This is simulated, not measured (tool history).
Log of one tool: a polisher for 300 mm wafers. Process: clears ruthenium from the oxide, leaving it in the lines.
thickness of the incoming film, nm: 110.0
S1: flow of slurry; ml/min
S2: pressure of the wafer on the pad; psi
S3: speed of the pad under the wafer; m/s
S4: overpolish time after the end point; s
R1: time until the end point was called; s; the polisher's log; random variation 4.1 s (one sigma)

run	hour	S1	S2	S3	S4	R1
1	0	290	1.5	1.2	17	112.4
2	0.6	290	1.6	1.2	17	106.46
3	1.2	290	1.6	1.2	17	108.6
4	5.7	290	1.4	1.2	17	124.52
5	13.5	290	1.3	1.18	17	132.19
6	21.6	290	1.2	1.14	17	151.63
7	24.3	290	1.1	1.14	17	166.13
8	26.8	290	1	1.14	17	176.3
9	33.8	290	0.9	1.12	17	197.64

Run 10 comes next. What will it give?
10	38.8	290	0.9	1.12	17	?

R1: 198.74 s
